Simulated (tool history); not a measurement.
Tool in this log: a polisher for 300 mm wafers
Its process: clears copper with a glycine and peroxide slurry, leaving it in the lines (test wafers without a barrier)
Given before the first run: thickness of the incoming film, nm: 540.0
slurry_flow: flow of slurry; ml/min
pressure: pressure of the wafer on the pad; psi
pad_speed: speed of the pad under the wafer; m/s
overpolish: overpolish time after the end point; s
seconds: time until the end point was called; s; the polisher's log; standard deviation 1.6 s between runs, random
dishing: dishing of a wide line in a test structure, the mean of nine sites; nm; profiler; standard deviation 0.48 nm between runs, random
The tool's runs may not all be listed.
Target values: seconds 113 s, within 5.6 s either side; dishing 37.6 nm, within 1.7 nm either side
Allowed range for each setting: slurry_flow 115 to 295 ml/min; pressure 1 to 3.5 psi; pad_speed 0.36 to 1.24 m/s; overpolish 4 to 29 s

run,hour,slurry_flow,pressure,pad_speed,overpolish,seconds,dishing
1,0,190,2.2,0.8,15,146.99,26.925
2,7.9,190,1.8,0.8,15,171.59,24.868
3,14.6,190,2,0.82,16,154.92,27.152
4,18.9,160,2,0.82,16,162.3,27.267
5,25.1,160,2,0.62,16,201.74,23.013
6,29.6,165,2.3,0.64,17,178.26,26.632
# hour 35.2: slurry nozzle cleaned
7,35.2,175,2.6,0.64,17,141.14,30.207
8,37.2,225,2.8,0.64,19,136.17,34.754
9,40.1,225,2.9,0.64,19,131.73,34.763
10,44.5,225,3,0.64,19,127.66,35.47

Consider the 5 candidate settings below. Which is the only one whose results all fall within their allowed miss of target?
A,48.9,275,3.4,0.6,17,?,?
B,48.9,265,2.5,0.76,20,?,?
C,48.9,235,3.3,0.58,21,?,?
D,48.9,240,3,0.74,15,?,?
E,48.9,280,3.5,0.64,19,?,?

move,seconds,dishing
A,124.35,34.277
B,127.46,37.007
C,132.4,37.724
D,116.74,32.574
E,115.81,38.043
A: closer than the last run, but not yet in spec
B: neither nearer nor further off than the last run
C: misses by more than the last run did
D: brings the result that was furthest off to its target, and leaves another outside
E: meets every target
E is the move that brings every result within its allowed miss.
